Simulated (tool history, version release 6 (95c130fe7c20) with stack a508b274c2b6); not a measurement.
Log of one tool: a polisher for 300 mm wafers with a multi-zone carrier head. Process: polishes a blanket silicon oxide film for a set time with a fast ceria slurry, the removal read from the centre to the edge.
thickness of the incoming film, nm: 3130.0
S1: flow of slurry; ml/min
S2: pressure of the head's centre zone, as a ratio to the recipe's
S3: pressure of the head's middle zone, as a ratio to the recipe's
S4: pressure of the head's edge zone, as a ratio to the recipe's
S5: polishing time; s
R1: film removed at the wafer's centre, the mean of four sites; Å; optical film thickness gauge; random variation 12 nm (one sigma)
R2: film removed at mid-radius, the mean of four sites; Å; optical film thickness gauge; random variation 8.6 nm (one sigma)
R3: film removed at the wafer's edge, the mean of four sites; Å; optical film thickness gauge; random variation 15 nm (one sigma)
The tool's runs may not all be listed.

run 1 hour=0.0 | S1=260 S2=1.00 S3=1.00 S4=1.00 S5=45 | R1=11214.0 R2=11570.0 R3=11405.0
run 2 hour=2.9 | S1=260 S2=1.00 S3=1.00 S4=1.00 S5=38 | R1=9444.5 R2=9829.7 R3=9549.4
run 3 hour=11.6 | S1=260 S2=1.00 S3=1.08 S4=1.00 S5=38 | R1=9457.7 R2=10406.0 R3=9719.0
run 4 hour=18.8 | S1=260 S2=0.94 S3=1.08 S4=1.00 S5=38 | R1=9017.5 R2=10368.0 R3=9547.4
run 5 hour=20.7 | S1=280 S2=0.99 S3=1.04 S4=1.03 S5=42 | R1=10433.0 R2=11148.0 R3=11130.0
run 6 hour=29.6 | S1=320 S2=0.99 S3=1.04 S4=1.03 S5=42 | R1=10603.0 R2=11320.0 R3=11064.0
run 7 hour=37.8 | S1=330 S2=1.03 S3=1.02 S4=1.05 S5=45 | R1=11736.0 R2=11883.0 R3=11891.0

The next listed run, before its measurement:
run 8 hour=40.5 | S1=335 S2=1.06 S3=1.00 S4=1.08 S5=47 | R1=? R2=? R3=?

Run 8 gave R1 12477.0 Å, R2 12255.0 Å, R3 12682.0 Å.

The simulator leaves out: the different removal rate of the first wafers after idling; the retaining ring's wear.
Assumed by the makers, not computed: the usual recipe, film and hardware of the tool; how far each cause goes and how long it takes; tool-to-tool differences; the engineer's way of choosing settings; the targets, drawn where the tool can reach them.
